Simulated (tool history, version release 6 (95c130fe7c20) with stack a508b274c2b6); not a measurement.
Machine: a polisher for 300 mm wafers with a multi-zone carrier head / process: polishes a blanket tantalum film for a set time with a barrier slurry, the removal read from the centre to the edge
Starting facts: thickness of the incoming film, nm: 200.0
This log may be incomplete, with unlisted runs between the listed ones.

run    day  flow of slurry (ml/min)  pressure of the head's centre zone  pressure of the head's middle zone  pressure of the head's edge zone  abrasive content of the slurry  polishing time (s)  film removed at the wafer's centre (nm)  film removed at mid-radius (nm)  film removed at the wafer's edge (nm)
  1  0.000                      275                                1.00                                1.00                              1.00                            1.00                  49                                   74.494                           76.221                                 75.947
  2  0.129                      280                                0.99                                1.00                              1.03                            1.10                  49                                   76.196                           78.005                                 79.725
  3  0.242                      285                                0.98                                1.01                              1.05                            1.15                  49                                   77.535                           80.528                                 80.602
  4  0.462                      350                                0.98                                1.01                              1.05                            1.15                  49                                   80.248                           80.124                                 82.296
  5  0.504                      350                                0.98                                1.01                              1.00                            1.15                  49                                   78.099                           81.808                                 81.495
  6  0.662                      355                                0.96                                1.01                              1.02                            1.20                  50                                   79.114                           83.329                                 84.175
  7  0.946                      360                                0.95                                1.01                              1.04                            1.25                  51                                   80.373                           85.712                                 88.538

Run 8 has not been measured yet. What should we expect?
  8  1.183                      360                                0.95                                1.01                              1.05                            1.30                  51                                        ?                                ?                                      ?

{"run 8": {"film removed at the wafer's centre (nm)": 81.108, "film removed at mid-radius (nm)": 87.662, "film removed at the wafer's edge (nm)": 88.651}}
